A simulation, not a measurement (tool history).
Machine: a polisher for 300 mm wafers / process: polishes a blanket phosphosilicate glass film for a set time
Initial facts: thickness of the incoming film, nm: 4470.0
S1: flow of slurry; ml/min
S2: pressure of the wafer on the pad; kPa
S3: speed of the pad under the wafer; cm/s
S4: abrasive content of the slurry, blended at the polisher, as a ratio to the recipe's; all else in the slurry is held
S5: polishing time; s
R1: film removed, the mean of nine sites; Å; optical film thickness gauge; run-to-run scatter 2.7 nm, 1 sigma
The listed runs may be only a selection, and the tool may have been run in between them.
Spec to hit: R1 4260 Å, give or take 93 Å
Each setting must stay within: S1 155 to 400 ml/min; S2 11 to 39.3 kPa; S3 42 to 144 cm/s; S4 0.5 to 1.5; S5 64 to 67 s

run,hour,S1,S2,S3,S4,S5,R1
1,0,255,24.8,92,1,64,4959.7
2,6.9,250,24.1,92,1,64,4881.2
3,10.3,250,19.3,92,1,64,3925.5
4,15.5,250,23.4,92,1,64,4698
5,20.6,250,26.9,92,1,64,5366.2
6,23.3,245,25.5,92,1,64,5120.1
7,30.9,235,20,92,1,64,4039.2
8,34.2,240,20,92,1,64,4037.4

Which single option among these 4 for the next run brings every result within its allowed miss of target? Just one does.
A,37.5,160,25.5,68,1.05,67,?
B,37.5,235,24.8,66,1.1,67,?
C,37.5,260,21.4,100,0.9,67,?
D,37.5,270,20,80,1.1,65,?

move,R1
A,4265.6
B,4426.9
C,4564.1
D,3962
A: every result lands within tolerance
B: the result that was furthest off in the last run now lies on the other side of its target
C: the result that was furthest off in the last run now lies on the other side of its target
D: misses by more than the last run did
So the answer is move A, the one that meets all the targets.

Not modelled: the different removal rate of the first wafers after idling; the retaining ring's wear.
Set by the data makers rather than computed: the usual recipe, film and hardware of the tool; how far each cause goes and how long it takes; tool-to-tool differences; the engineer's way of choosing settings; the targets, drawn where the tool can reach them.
